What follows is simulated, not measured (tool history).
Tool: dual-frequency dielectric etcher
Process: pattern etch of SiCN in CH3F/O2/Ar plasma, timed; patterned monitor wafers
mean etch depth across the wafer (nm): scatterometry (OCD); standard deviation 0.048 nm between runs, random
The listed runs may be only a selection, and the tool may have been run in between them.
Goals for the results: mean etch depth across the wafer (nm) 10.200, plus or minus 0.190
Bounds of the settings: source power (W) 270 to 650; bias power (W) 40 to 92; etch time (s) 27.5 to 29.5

run,hour,source power (W),bias power (W),etch time (s),mean etch depth across the wafer (nm)
1,0.0,460,66,29.5,11.433
2,4.1,460,62,29.5,11.184
3,5.9,450,62,29.5,11.049
4,10.0,440,62,29.5,10.998
5,16.2,430,62,29.5,10.952
6,24.7,390,62,29.5,10.678
7,32.7,390,62,29.5,10.733
8,38.4,380,62,29.5,10.660

Consider the 5 candidate settings below. Which is the only one whose results all fall within their allowed miss of target?
A,44.1,430,66,29.5,?
B,44.1,500,59,28.0,?
C,44.1,540,49,28.0,?
D,44.1,380,61,29.5,?
E,44.1,390,66,28.5,?

move,mean etch depth across the wafer (nm)
A,11.222
B,10.636
C,10.165
D,10.559
E,10.576
A: misses by more than the last run did
B: closer than the last run, but not yet in spec
C: each result inside its tolerance
D: closer than the last run, but not yet in spec
E: closer than the last run, but not yet in spec
Correct choice: C, which meets every target

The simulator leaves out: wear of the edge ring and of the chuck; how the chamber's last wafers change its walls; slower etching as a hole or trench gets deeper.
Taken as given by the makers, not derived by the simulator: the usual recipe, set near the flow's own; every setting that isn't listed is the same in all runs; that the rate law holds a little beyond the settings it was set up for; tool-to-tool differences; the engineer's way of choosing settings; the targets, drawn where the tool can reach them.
